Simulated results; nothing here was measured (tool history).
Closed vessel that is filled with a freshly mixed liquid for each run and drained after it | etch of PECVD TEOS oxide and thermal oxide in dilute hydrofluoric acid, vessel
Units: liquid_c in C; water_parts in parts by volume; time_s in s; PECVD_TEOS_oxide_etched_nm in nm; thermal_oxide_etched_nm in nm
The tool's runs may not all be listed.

Run 1, day 0: liquid_c 23 C, water_parts 45 parts by volume, time_s 60 s. Result: PECVD_TEOS_oxide_etched_nm 33.97 nm, thermal_oxide_etched_nm 6.3745 nm.
Run 2, day 0.067: liquid_c 23 C, water_parts 35 parts by volume, time_s 60 s. Result: PECVD_TEOS_oxide_etched_nm 43.273 nm, thermal_oxide_etched_nm 8.2391 nm.
Run 3, day 0.396: liquid_c 23 C, water_parts 45 parts by volume, time_s 60 s. Result: PECVD_TEOS_oxide_etched_nm 33.565 nm, thermal_oxide_etched_nm 6.3943 nm.
Run 4, day 0.45: liquid_c 23 C, water_parts 35 parts by volume, time_s 60 s. Result: PECVD_TEOS_oxide_etched_nm 43.849 nm, thermal_oxide_etched_nm 8.3236 nm.
Run 5, day 0.721: liquid_c 23 C, water_parts 35 parts by volume, time_s 50 s. Result: PECVD_TEOS_oxide_etched_nm 36.684 nm, thermal_oxide_etched_nm 6.8591 nm.
Run 6, day 1.017: liquid_c 22 C, water_parts 35 parts by volume, time_s 50 s. Result: PECVD_TEOS_oxide_etched_nm 34.587 nm, thermal_oxide_etched_nm 6.5625 nm.
Run 7, day 1.262: liquid_c 21 C, water_parts 35 parts by volume, time_s 50 s. Result: PECVD_TEOS_oxide_etched_nm 33.775 nm, thermal_oxide_etched_nm 6.3822 nm.
Run 8, day 1.483: liquid_c 17 C, water_parts 50 parts by volume, time_s 50 s. Result: PECVD_TEOS_oxide_etched_nm 19.376 nm, thermal_oxide_etched_nm 3.6925 nm.
Run 9, day 1.583: liquid_c 17.5 C, water_parts 50 parts by volume, time_s 50 s. Result: PECVD_TEOS_oxide_etched_nm 19.94 nm, thermal_oxide_etched_nm 3.7535 nm.
Run 10, day 1.962: liquid_c 18 C, water_parts 50 parts by volume, time_s 50 s. Result: PECVD_TEOS_oxide_etched_nm 20.185 nm, thermal_oxide_etched_nm 3.7756 nm.

The next listed run, before its measurement:
At day 2.129: hydrofluoric acid flow meter replaced.
Run 11, day 2.129: liquid_c 20.5 C, water_parts 50 parts by volume, time_s 50 s. Result: PECVD_TEOS_oxide_etched_nm ?, thermal_oxide_etched_nm ?.

{"run 11": {"PECVD_TEOS_oxide_etched_nm": 25.062, "thermal_oxide_etched_nm": 4.7338}}
